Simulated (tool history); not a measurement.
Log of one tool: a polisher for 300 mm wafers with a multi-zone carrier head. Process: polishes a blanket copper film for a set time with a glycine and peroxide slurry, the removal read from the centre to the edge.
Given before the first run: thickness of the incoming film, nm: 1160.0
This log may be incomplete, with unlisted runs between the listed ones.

run,hour,flow of slurry (ml/min),pressure of the head's centre zone,pressure of the head's middle zone,pressure of the head's edge zone,polishing time (s),film removed at the wafer's centre (nm),film removed at mid-radius (nm),film removed at the wafer's edge (nm)
1,0.0,295,1.00,1.00,1.00,51,260.30,275.46,260.01
2,3.3,265,1.00,1.00,1.00,51,252.64,276.34,258.42
3,6.1,265,1.00,1.00,1.00,62,310.53,328.02,314.70
4,9.9,325,1.00,1.00,1.00,62,314.81,336.64,321.01
5,11.5,325,1.00,1.00,1.00,70,363.50,377.72,361.01
6,14.8,325,1.00,0.95,1.00,70,356.34,359.58,364.86
7,22.1,320,1.00,0.94,0.98,64,326.10,324.56,329.52
8,27.8,305,0.93,0.90,0.88,50,239.54,245.89,240.61
9,35.5,265,0.87,0.82,0.82,36,164.91,159.98,169.87

Expected results for the next run?
10,37.6,265,0.87,0.83,0.82,36,?,?,?

Run 10 came out at film removed at the wafer's centre (nm) 162.15, film removed at mid-radius (nm) 163.68, film removed at the wafer's edge (nm) 169.38.

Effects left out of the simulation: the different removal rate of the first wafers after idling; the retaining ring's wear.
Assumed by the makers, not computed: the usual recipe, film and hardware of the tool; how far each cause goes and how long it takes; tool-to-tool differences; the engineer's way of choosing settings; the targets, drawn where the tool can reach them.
